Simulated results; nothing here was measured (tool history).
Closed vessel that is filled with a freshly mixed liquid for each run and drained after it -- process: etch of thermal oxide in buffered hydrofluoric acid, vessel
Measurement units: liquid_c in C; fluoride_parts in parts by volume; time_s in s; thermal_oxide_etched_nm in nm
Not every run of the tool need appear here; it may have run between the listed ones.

| run | hour | liquid_c | fluoride_parts | time_s | thermal_oxide_etched_nm |
|---|---|---|---|---|---|
| 1 | 0 | 25 | 14 | 35 | 28.188 |
| 2 | 5.7 | 25 | 17 | 35 | 23.271 |
| 3 | 8.8 | 26 | 17 | 35 | 25.132 |
| 4 | 11.3 | 26 | 13.5 | 35 | 31.83 |
| 5 | 19.4 | 27 | 13.5 | 35 | 33.214 |
| 6 | 21.3 | 27 | 13.5 | 30 | 28.516 |
| 7 | 24.3 | 27.5 | 13.5 | 30 | 28.98 |
| 8 | 32 | 28 | 13.5 | 30 | 30.369 |
| 9 | 32.9 | 28.5 | 13.5 | 30 | 30.349 |
| 10 | 41.4 | 29 | 13.5 | 30 | 31.223 |
| 11 | 46.4 | 29.5 | 13.5 | 30 | 32.272 |

Forecast run 12:
| 12 | 47.5 | 29.5 | 13.5 | 30 | ? |

Logged for run 12: thermal_oxide_etched_nm 32.04 nm.

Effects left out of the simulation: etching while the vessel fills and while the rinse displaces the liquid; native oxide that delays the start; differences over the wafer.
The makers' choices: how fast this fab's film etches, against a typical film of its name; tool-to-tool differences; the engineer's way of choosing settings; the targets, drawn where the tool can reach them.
